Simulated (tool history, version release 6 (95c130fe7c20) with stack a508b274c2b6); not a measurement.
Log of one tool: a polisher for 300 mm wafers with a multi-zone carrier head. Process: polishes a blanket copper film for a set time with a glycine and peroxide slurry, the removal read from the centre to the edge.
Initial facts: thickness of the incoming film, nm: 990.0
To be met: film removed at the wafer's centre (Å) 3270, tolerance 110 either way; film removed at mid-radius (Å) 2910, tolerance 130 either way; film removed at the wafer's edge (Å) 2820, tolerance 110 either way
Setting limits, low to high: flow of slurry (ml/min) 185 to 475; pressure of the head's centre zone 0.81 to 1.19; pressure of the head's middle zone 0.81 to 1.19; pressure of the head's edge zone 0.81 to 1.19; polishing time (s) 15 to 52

run,hour,flow of slurry (ml/min),pressure of the head's centre zone,pressure of the head's middle zone,pressure of the head's edge zone,polishing time (s),film removed at the wafer's centre (Å),film removed at mid-radius (Å),film removed at the wafer's edge (Å)
1,0,305,1,1,1,33,2143.1,2147.2,2103.9
2,3,260,1,1,1,33,2110.8,2132.9,2078.6
3,7.1,260,1,1.05,1,33,2105.9,2158.2,2141.5
4,12.7,260,1,0.97,1,33,2104,2041.3,2152.4
5,13.4,260,1,0.89,1,33,2117.8,1864.3,2117.2
6,19.1,260,1,0.95,1,33,2085.7,1986,2130.2
7,22.4,310,1.1,1.05,1.01,43,3061.4,2872.9,2818.7
8,28.5,315,1.12,1.05,1.01,43,3079.7,2850.7,2833.4
9,34.3,320,1.14,1.06,1,43,3076.9,2883.8,2798.9
10,38.8,325,1.15,1.05,0.99,43,3140.8,2865.3,2720.4

Which of these 4 next moves meets every target?
A,43.3,285,1.19,1.01,0.87,44,?,?,?
B,43.3,245,1.12,1.09,1,44,?,?,?
C,43.3,415,1.16,1.02,0.98,44,?,?,?
D,43.3,400,1.19,1.08,0.94,41,?,?,?

move,film removed at the wafer's centre (Å),film removed at mid-radius (Å),film removed at the wafer's edge (Å)
A,3268.9,2744.9,2646.6
B,3073.2,2894.8,2800.1
C,3280.6,2831.2,2846.3
D,3117.9,2759.8,2594.2
A: the worst result of the last run now meets its target, but another is out of spec
B: its largest miss is bigger than the last run's
C: meets every target
D: its largest miss is bigger than the last run's
Move C is the one to make.
